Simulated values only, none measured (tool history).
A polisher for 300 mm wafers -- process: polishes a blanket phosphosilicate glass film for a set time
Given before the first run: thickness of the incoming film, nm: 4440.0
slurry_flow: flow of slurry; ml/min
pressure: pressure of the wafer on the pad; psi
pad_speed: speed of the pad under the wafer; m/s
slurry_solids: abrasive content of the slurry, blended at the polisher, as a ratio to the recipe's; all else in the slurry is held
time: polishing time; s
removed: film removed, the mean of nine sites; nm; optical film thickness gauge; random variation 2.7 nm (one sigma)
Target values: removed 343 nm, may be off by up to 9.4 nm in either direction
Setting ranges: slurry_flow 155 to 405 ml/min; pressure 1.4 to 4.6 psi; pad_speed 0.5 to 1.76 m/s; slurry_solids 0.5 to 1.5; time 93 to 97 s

| run | day | slurry_flow | pressure | pad_speed | slurry_solids | time | removed |
|---|---|---|---|---|---|---|---|
| 1 | 0 | 260 | 3 | 1.12 | 1 | 93 | 738.71 |
| 2 | 0.304 | 255 | 2.5 | 1.02 | 1 | 93 | 598.04 |
| 3 | 0.679 | 255 | 2.5 | 1.22 | 1 | 93 | 684.06 |
| 4 | 1.017 | 255 | 2.5 | 1.22 | 1.15 | 93 | 711.58 |
| 5 | 1.229 | 255 | 1.9 | 1.22 | 1.15 | 93 | 558.01 |
| 6 | 1.325 | 255 | 1.9 | 1.22 | 1.35 | 93 | 590.49 |
| 7 | 1.492 | 255 | 1.7 | 1.08 | 1.35 | 93 | 493.37 |
| 8 | 1.779 | 255 | 1.6 | 0.98 | 1.35 | 93 | 432.45 |
| 9 | 2.054 | 245 | 1.4 | 0.76 | 1.35 | 93 | 312.15 |
| 10 | 2.104 | 265 | 1.4 | 0.76 | 1.35 | 93 | 319.9 |
| 11 | 2.462 | 275 | 1.4 | 0.76 | 1.35 | 93 | 318.88 |

Which single option among these 4 for the next run brings every result within its allowed miss of target? Just one does.
| A | 2.821 | 165 | 1.9 | 0.68 | 1 | 96 | ? |
| B | 2.821 | 290 | 1.7 | 0.62 | 1.3 | 97 | ? |
| C | 2.821 | 265 | 1.5 | 0.72 | 1.3 | 93 | ? |
| D | 2.821 | 340 | 1.5 | 0.68 | 1.5 | 97 | ? |

| move | removed |
|---|---|
| A | 324.16 |
| B | 328.58 |
| C | 317.24 |
| D | 339.23 |
A: closes in on the targets versus the last run, not all within tolerance yet
B: closes in on the targets versus the last run, not all within tolerance yet
C: misses by more than the last run did
D: every result within its allowed miss
Move D is the one to make.
